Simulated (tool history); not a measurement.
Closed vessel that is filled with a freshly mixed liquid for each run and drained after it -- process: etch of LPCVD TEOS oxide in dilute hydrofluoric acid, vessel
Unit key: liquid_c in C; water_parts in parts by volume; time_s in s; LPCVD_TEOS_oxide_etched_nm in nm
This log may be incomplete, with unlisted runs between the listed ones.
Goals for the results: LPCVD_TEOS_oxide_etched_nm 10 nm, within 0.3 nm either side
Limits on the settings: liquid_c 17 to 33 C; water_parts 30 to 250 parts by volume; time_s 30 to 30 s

run 1 hour=0 | liquid_c=25 water_parts=140 time_s=30 | LPCVD_TEOS_oxide_etched_nm=4.8946
run 2 hour=4.2 | liquid_c=22.5 water_parts=140 time_s=30 | LPCVD_TEOS_oxide_etched_nm=4.4374
run 3 hour=8.3 | liquid_c=25 water_parts=125 time_s=30 | LPCVD_TEOS_oxide_etched_nm=5.5787
run 4 hour=16.9 | liquid_c=27 water_parts=115 time_s=30 | LPCVD_TEOS_oxide_etched_nm=6.6309
run 5 hour=24.3 | liquid_c=27 water_parts=115 time_s=30 | LPCVD_TEOS_oxide_etched_nm=6.7925
run 6 hour=31.6 | liquid_c=28.5 water_parts=110 time_s=30 | LPCVD_TEOS_oxide_etched_nm=7.4693
run 7 hour=36.7 | liquid_c=32.5 water_parts=90 time_s=30 | LPCVD_TEOS_oxide_etched_nm=10.798
run 8 hour=40.2 | liquid_c=32 water_parts=90 time_s=30 | LPCVD_TEOS_oxide_etched_nm=10.612
run 9 hour=41.4 | liquid_c=31.5 water_parts=90 time_s=30 | LPCVD_TEOS_oxide_etched_nm=10.492

Exercise: of the 4 proposed moves below, exactly one satisfies all targets within the stated allowed misses. Which move is it?
run A hour=42.6 | liquid_c=30.5 water_parts=95 time_s=30 | LPCVD_TEOS_oxide_etched_nm=?
run B hour=42.6 | liquid_c=30.5 water_parts=90 time_s=30 | LPCVD_TEOS_oxide_etched_nm=?
run C hour=42.6 | liquid_c=33 water_parts=105 time_s=30 | LPCVD_TEOS_oxide_etched_nm=?
run D hour=42.6 | liquid_c=32 water_parts=90 time_s=30 | LPCVD_TEOS_oxide_etched_nm=?

move=A LPCVD_TEOS_oxide_etched_nm=9.4411
move=B LPCVD_TEOS_oxide_etched_nm=10.038
move=C LPCVD_TEOS_oxide_etched_nm=9.2303
move=D LPCVD_TEOS_oxide_etched_nm=10.617
A: pushes the last run's worst result past its target
B: every result lands within tolerance
C: pushes the last run's worst result past its target
D: the biggest miss grows against the last run
Go with B: it meets all targets.

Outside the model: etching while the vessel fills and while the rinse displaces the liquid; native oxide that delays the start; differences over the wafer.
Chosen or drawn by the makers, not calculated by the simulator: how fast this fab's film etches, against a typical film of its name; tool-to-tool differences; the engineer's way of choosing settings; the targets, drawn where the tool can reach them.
